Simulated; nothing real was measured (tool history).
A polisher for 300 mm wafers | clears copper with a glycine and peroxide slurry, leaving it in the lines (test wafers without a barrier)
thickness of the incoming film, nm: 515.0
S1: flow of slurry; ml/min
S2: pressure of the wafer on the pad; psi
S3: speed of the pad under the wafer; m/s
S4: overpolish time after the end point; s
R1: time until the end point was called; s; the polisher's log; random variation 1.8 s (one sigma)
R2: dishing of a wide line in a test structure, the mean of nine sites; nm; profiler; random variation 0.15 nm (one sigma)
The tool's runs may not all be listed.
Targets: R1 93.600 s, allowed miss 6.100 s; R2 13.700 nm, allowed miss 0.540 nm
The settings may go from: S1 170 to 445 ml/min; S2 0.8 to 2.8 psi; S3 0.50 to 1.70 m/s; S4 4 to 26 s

{"run": 1, "hour": 0.0, "S1": 285, "S2": 1.8, "S3": 1.1, "S4": 13, "R1": 103.07, "R2": 35.436}
{"run": 2, "hour": 4.6, "S1": 285, "S2": 1.8, "S3": 1.0, "S4": 13, "R1": 107.43, "R2": 33.763}
{"run": 3, "hour": 13.3, "S1": 285, "S2": 1.8, "S3": 0.9, "S4": 11, "R1": 107.96, "R2": 28.501}
{"run": 4, "hour": 15.8, "S1": 285, "S2": 1.8, "S3": 0.82, "S4": 10, "R1": 113.69, "R2": 25.393}
{"run": 5, "hour": 20.5, "S1": 355, "S2": 1.8, "S3": 0.82, "S4": 10, "R1": 108.03, "R2": 26.639}
{"run": 6, "hour": 27.3, "S1": 320, "S2": 1.9, "S3": 0.76, "S4": 9, "R1": 110.66, "R2": 24.107}
{"run": 7, "hour": 35.9, "S1": 295, "S2": 2.0, "S3": 0.72, "S4": 8, "R1": 111.65, "R2": 21.715}
{"run": 8, "hour": 36.4, "S1": 270, "S2": 2.1, "S3": 0.68, "S4": 7, "R1": 110.54, "R2": 19.493}
{"run": 9, "hour": 38.9, "S1": 250, "S2": 2.2, "S3": 0.64, "S4": 6, "R1": 109.43, "R2": 17.165}
{"run": 10, "hour": 41.1, "S1": 170, "S2": 2.7, "S3": 0.5, "S4": 4, "R1": 113.39, "R2": 11.859}
{"run": 11, "hour": 42.1, "S1": 170, "S2": 2.7, "S3": 0.54, "S4": 4, "R1": 107.92, "R2": 12.028}
{"run": 12, "hour": 45.5, "S1": 170, "S2": 2.7, "S3": 0.54, "S4": 4, "R1": 111.66, "R2": 12.096}
{"run": 13, "hour": 54.4, "S1": 170, "S2": 2.7, "S3": 0.58, "S4": 4, "R1": 106.01, "R2": 12.185}
{"run": 14, "hour": 62.2, "S1": 175, "S2": 2.7, "S3": 0.6, "S4": 4, "R1": 101.21, "R2": 12.453}
{"run": 15, "hour": 65.7, "S1": 185, "S2": 2.7, "S3": 0.6, "S4": 4, "R1": 103.2, "R2": 12.772}
{"run": 16, "hour": 73.8, "S1": 190, "S2": 2.7, "S3": 0.62, "S4": 4, "R1": 100.81, "R2": 12.682}
{"run": 17, "hour": 77.4, "S1": 200, "S2": 2.7, "S3": 0.62, "S4": 4, "R1": 98.395, "R2": 12.923}
{"run": 18, "hour": 80.2, "S1": 205, "S2": 2.7, "S3": 0.62, "S4": 4, "R1": 97.742, "R2": 13.074}
{"run": 19, "hour": 83.8, "S1": 210, "S2": 2.7, "S3": 0.62, "S4": 4, "R1": 97.901, "R2": 12.979}

Which of these 4 next moves meets every target?
{"run": "A", "hour": 87.4, "S1": 275, "S2": 2.8, "S3": 0.6, "S4": 4, "R1": "?", "R2": "?"}
{"run": "B", "hour": 87.4, "S1": 175, "S2": 2.8, "S3": 0.5, "S4": 4, "R1": "?", "R2": "?"}
{"run": "C", "hour": 87.4, "S1": 225, "S2": 2.8, "S3": 0.5, "S4": 4, "R1": "?", "R2": "?"}
{"run": "D", "hour": 87.4, "S1": 210, "S2": 2.2, "S3": 0.66, "S4": 5, "R1": "?", "R2": "?"}

move=A R1=92.327 R2=13.693
move=B R1=104.700 R2=12.196
move=C R1=100.540 R2=12.666
move=D R1=109.700 R2=14.349
A: meets every target
B: further off than the last run
C: further off than the last run
D: takes the result that was furthest off past its target
Answer: A
